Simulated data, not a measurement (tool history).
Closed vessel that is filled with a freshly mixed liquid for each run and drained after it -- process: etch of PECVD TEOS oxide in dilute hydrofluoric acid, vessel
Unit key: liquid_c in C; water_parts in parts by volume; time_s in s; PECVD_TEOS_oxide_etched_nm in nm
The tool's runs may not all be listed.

| run | hour | liquid_c | water_parts | time_s | PECVD_TEOS_oxide_etched_nm |
|---|---|---|---|---|---|
| 1 | 0.0 | 25.0 | 135 | 260 | 39.807 |
| 2 | 4.0 | 25.0 | 95 | 260 | 59.410 |
| 3 | 8.1 | 25.0 | 95 | 280 | 64.474 |
| 4 | 9.7 | 23.0 | 110 | 280 | 50.425 |
| 5 | 12.7 | 21.5 | 120 | 280 | 42.995 |
| 6 | 18.1 | 20.5 | 125 | 280 | 39.582 |
| 7 | 26.3 | 19.5 | 130 | 280 | 36.256 |

Run 8 has not been measured yet. What should we expect?
| 8 | 33.5 | 17.0 | 155 | 280 | ? |

{"run 8": {"PECVD_TEOS_oxide_etched_nm": 26.832}}
